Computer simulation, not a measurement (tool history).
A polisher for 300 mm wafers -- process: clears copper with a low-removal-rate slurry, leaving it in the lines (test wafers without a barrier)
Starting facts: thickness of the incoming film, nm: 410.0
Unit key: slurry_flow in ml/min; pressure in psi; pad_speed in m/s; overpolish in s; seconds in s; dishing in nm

run  hour  slurry_flow  pressure  pad_speed  slurry_solids  overpolish  seconds  dishing
  1     0          255       3.3       1.12              1          15   134.85   32.751
  2   2.1          255       3.4       1.12              1          16   129.85   35.962
  3   9.4          255       3.4       1.12              1          19   129.74    41.38
  4  10.2          255       2.6       1.12              1          19    168.9   32.313
  5  13.6          255       1.9       1.12              1          19      233   25.137
  6  19.4          255       2.3       1.12              1          19      192   29.571
  7  22.8          255       2.6       1.12              1          19   170.83   34.298

Run 8 has not been measured yet. What should we expect?
  8  26.9          255       2.8       1.12              1          19        ?        ?

Run 8 measured seconds 157.48 s, dishing 36.284 nm.
